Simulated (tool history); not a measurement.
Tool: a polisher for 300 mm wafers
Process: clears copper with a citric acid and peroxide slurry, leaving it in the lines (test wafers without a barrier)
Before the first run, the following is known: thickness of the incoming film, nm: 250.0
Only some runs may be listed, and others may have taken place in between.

run	hour	flow of slurry (ml/min)	pressure of the wafer on the pad (kPa)	speed of the pad under the wafer (cm/s)	abrasive content of the slurry	overpolish time after the end point (s)	time until the end point was called (s)	dishing of a wide line in a test structure (Å)
1	0	290	23.4	130	1	21	79.964	412.08
2	2.7	290	24.8	130	1	22	75.105	441.38
3	4.4	290	24.8	130	1	18	75.155	381.68
4	12.3	290	20.7	130	1	18	89.853	323.35
5	19.1	290	20.7	130	1.1	18	89.117	334.96
6	21.2	290	20.7	130	1.1	24	85.386	417.09
7	26	290	22.1	130	1.1	24	82.846	457.86

Run 8, settings as shown, results not yet in. Your forecast:
8	32.4	295	28.3	134	1.1	21	?	?

Run 8 gave time until the end point was called (s) 64.543, dishing of a wide line in a test structure (Å) 509.01.

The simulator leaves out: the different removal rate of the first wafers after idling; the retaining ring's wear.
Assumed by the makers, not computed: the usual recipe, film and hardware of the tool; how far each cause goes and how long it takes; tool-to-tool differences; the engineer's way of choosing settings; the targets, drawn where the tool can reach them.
